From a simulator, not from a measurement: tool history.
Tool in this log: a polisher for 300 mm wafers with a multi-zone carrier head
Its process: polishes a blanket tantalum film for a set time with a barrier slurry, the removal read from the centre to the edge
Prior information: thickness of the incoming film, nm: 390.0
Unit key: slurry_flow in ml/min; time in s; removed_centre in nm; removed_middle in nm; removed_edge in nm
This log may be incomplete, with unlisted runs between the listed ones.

| run | day | slurry_flow | centre_zone | middle_zone | edge_zone | slurry_solids | time | removed_centre | removed_middle | removed_edge |
|---|---|---|---|---|---|---|---|---|---|---|
| 1 | 0 | 265 | 1 | 1 | 1 | 1 | 80 | 129.26 | 128.91 | 126.26 |
| 2 | 0.133 | 265 | 1 | 1 | 1.04 | 1 | 80 | 130.29 | 130.77 | 129.9 |
| 3 | 0.171 | 265 | 1 | 0.99 | 1.02 | 0.95 | 78 | 122.95 | 122.77 | 122.67 |
| 4 | 0.408 | 295 | 1 | 0.99 | 1.02 | 0.95 | 78 | 123.77 | 127.13 | 124.22 |
| 5 | 0.525 | 295 | 1 | 0.99 | 0.97 | 0.95 | 78 | 126.49 | 125.11 | 119.67 |
| 6 | 0.729 | 290 | 0.99 | 0.98 | 0.96 | 0.9 | 77 | 116.92 | 118.25 | 115.82 |
| 7 | 0.938 | 295 | 1 | 0.97 | 0.95 | 0.85 | 76 | 115.29 | 113.8 | 109.71 |
| 8 | 1.15 | 290 | 1 | 0.96 | 0.94 | 0.8 | 76 | 111.35 | 109.64 | 104.95 |

Run 9 has not been measured yet. What should we expect?
| 9 | 1.2 | 280 | 0.99 | 0.95 | 0.93 | 0.8 | 76 | ? | ? | ? |

Run 9 yielded removed_centre 110.52 nm, removed_middle 107.91 nm, removed_edge 103.62 nm.

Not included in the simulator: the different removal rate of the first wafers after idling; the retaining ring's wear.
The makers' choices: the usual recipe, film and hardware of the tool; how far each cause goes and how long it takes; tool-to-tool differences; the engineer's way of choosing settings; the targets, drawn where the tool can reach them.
